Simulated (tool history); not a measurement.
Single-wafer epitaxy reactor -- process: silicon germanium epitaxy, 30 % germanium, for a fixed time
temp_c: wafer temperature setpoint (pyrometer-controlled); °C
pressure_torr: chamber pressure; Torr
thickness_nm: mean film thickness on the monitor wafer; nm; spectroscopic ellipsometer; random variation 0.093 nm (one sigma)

{"run": 1, "day": 0.0, "temp_c": 610, "pressure_torr": 14.8, "thickness_nm": 65.194}
{"run": 2, "day": 0.079, "temp_c": 604, "pressure_torr": 14.1, "thickness_nm": 56.41}
{"run": 3, "day": 0.275, "temp_c": 604, "pressure_torr": 12.6, "thickness_nm": 53.495}
{"run": 4, "day": 0.308, "temp_c": 600, "pressure_torr": 12.6, "thickness_nm": 49.034}
{"run": 5, "day": 0.442, "temp_c": 597, "pressure_torr": 12.6, "thickness_nm": 46.089}
{"run": 6, "day": 0.733, "temp_c": 597, "pressure_torr": 14.7, "thickness_nm": 49.612}

Forecast run 7:
{"run": 7, "day": 0.767, "temp_c": 594, "pressure_torr": 14.6, "thickness_nm": "?"}

{"run 7": {"thickness_nm": 46.648}}
